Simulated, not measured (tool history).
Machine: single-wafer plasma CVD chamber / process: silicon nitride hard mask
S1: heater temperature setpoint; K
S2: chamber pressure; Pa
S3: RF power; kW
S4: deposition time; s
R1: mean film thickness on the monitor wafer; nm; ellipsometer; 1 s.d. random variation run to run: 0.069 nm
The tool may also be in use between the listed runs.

run    day      S1   S2     S3    S4      R1
  1  0.000  668.15  155  0.305  32.8  34.240
  2  0.338  668.15  155  0.305  33.8  35.190
  3  0.550  668.15  139  0.300  33.8  33.604
  4  0.867  659.15  139  0.300  33.8  33.888
  5  0.958  659.15  139  0.300  32.8  32.832
  6  1.250  651.15  139  0.300  32.8  32.859
  7  1.517  651.15  127  0.300  32.8  32.153

Run 8 has not been measured yet. What should we expect?
  8  1.700  651.15  117  0.300  32.8   ?

Run 8 measured R1 31.358 nm.
